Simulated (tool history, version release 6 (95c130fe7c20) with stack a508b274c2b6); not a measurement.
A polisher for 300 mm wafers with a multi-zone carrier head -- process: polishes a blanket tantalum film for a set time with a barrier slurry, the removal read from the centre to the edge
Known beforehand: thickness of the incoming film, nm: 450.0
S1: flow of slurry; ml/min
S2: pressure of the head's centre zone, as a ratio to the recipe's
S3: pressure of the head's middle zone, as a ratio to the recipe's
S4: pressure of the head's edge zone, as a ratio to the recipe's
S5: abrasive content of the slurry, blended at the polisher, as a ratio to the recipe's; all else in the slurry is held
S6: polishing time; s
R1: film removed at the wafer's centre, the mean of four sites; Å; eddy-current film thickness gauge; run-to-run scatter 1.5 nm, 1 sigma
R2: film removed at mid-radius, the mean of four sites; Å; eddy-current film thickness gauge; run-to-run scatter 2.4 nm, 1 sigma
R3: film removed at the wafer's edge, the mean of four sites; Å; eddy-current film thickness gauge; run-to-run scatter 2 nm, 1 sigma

run	day	S1	S2	S3	S4	S5	S6	R1	R2	R3
1	0.000	190	1.00	1.00	1.00	1.00	78	1585.1	1545.8	1552.1
2	0.217	160	1.00	1.00	1.00	1.00	78	1534.5	1526.4	1576.0
3	0.483	160	1.00	0.93	1.00	1.00	78	1560.3	1419.8	1538.8
4	0.817	140	1.00	0.93	1.00	1.00	78	1516.1	1412.0	1488.3
5	1.025	150	1.01	0.94	1.02	1.00	78	1566.7	1451.8	1535.1
6	1.175	150	1.01	0.94	1.02	1.15	78	1610.0	1472.3	1594.0
7	1.421	160	1.01	0.95	1.04	1.15	78	1615.0	1496.9	1626.1

Run 8, settings as shown, results not yet in. Your forecast:
8	1.475	165	1.02	0.96	1.05	1.15	78	?	?	?

Run 8 measured R1 1638.4 Å, R2 1548.1 Å, R3 1614.9 Å.
